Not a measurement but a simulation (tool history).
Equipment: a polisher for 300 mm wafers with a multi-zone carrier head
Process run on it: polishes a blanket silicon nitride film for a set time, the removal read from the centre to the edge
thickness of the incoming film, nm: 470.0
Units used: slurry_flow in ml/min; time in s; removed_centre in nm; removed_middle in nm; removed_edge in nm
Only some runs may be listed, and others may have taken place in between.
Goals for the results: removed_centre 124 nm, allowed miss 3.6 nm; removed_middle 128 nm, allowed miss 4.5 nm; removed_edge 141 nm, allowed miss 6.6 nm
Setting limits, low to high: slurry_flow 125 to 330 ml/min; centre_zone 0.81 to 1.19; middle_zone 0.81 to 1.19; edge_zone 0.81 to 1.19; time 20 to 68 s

run,day,slurry_flow,centre_zone,middle_zone,edge_zone,time,removed_centre,removed_middle,removed_edge
1,0,210,1,1,1,44,108.29,111.71,109.95
2,0.092,215,1,1,1.03,45,112.66,114.32,114.71
3,0.125,215,1,1,1.03,53,132.86,132.49,135.42
4,0.375,215,1,1,1.03,48,119.54,121.37,125.42
5,0.579,215,1,1.06,1.03,48,121.37,127.57,124.88
6,0.608,215,1,1.06,1.06,48,119.31,127.35,125.03
7,0.854,215,1,1.06,1.06,48,118.95,127.61,122.35
8,0.983,220,0.99,1.04,1.07,49,121.72,127.78,130.46
9,1.229,225,0.99,1.04,1.08,49,122.92,128.3,130.39
10,1.379,225,0.99,1.04,1.09,49,122.7,130.81,133.05
11,1.717,225,1,0.98,1.17,49,124.44,124.74,133.88

Which of these 5 next moves meets every target?
A,2.054,225,0.98,0.91,1.18,51,?,?,?
B,2.054,195,0.85,0.82,1.12,59,?,?,?
C,2.054,215,1.05,1.03,1.17,46,?,?,?
D,2.054,260,1.07,1.09,1.15,46,?,?,?
E,2.054,225,0.96,0.98,1.18,51,?,?,?

move,removed_centre,removed_middle,removed_edge
A,124.83,120.77,140.42
B,122.04,125.56,155.77
C,119.93,120.04,125.28
D,125.74,129.18,126.44
E,122.33,128.51,140.29
A: the furthest-off result lands on target, but another misses its tolerance
B: takes the biggest miss from the last run beyond its target
C: further off than the last run
D: further off than the last run
E: meets every target
The move that meets every target is E.
